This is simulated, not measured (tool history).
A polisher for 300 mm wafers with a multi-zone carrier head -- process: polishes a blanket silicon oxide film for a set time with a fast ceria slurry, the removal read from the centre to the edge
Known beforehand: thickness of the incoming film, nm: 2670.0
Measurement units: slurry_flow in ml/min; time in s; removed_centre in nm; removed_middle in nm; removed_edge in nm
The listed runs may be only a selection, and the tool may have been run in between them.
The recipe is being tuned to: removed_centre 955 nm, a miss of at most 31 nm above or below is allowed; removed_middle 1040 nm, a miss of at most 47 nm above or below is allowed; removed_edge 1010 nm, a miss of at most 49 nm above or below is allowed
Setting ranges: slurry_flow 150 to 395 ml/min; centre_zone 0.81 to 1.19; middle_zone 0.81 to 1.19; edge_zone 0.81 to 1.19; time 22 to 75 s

| run | hour | slurry_flow | centre_zone | middle_zone | edge_zone | time | removed_centre | removed_middle | removed_edge |
|---|---|---|---|---|---|---|---|---|---|
| 1 | 0 | 250 | 1 | 1 | 1 | 48 | 724 | 732.18 | 773.44 |
| 2 | 4.6 | 250 | 1 | 1 | 1 | 54 | 811.72 | 809.47 | 843.22 |
| 3 | 6.3 | 255 | 1.01 | 1.03 | 1.03 | 55 | 858.52 | 837.37 | 884.05 |
| 4 | 8.2 | 300 | 1.01 | 1.03 | 1.03 | 55 | 874.5 | 874.26 | 891.98 |
| 5 | 13.3 | 350 | 1.01 | 1.03 | 1.03 | 55 | 881.63 | 881.62 | 886.52 |
| 6 | 15.4 | 350 | 1.01 | 1.03 | 0.97 | 55 | 871.83 | 857.79 | 854.26 |
| 7 | 16.9 | 350 | 1.01 | 1.03 | 0.97 | 55 | 868.81 | 895.83 | 880.78 |
| 8 | 19.9 | 345 | 1 | 1.04 | 0.98 | 56 | 890.92 | 892.03 | 908.21 |
| 9 | 26.4 | 355 | 0.99 | 1.07 | 0.98 | 56 | 879 | 900.35 | 897.96 |
| 10 | 34.7 | 360 | 0.98 | 1.09 | 0.98 | 57 | 883.17 | 961.14 | 892.15 |

5 next moves are on the table. One of them brings every result within its allowed miss. Which?
| A | 43 | 290 | 0.97 | 1.1 | 0.99 | 63 | ? | ? | ? |
| B | 43 | 325 | 0.85 | 0.86 | 1.19 | 62 | ? | ? | ? |
| C | 43 | 365 | 1.07 | 1.11 | 0.96 | 55 | ? | ? | ? |
| D | 43 | 390 | 1.13 | 1.02 | 0.96 | 51 | ? | ? | ? |
| E | 43 | 360 | 1.1 | 1.01 | 1 | 57 | ? | ? | ? |

| move | removed_centre | removed_middle | removed_edge |
|---|---|---|---|
| A | 943.38 | 1062.4 | 1001.1 |
| B | 820.01 | 858.81 | 1069.7 |
| C | 928.24 | 951.95 | 876.54 |
| D | 913.61 | 825.06 | 816.79 |
| E | 987.34 | 909.22 | 922.59 |
A: meets every target
B: the result that was furthest off in the last run now lies on the other side of its target
C: further off than the last run
D: further off than the last run
E: further off than the last run
So the answer is move A, the one that meets all the targets.
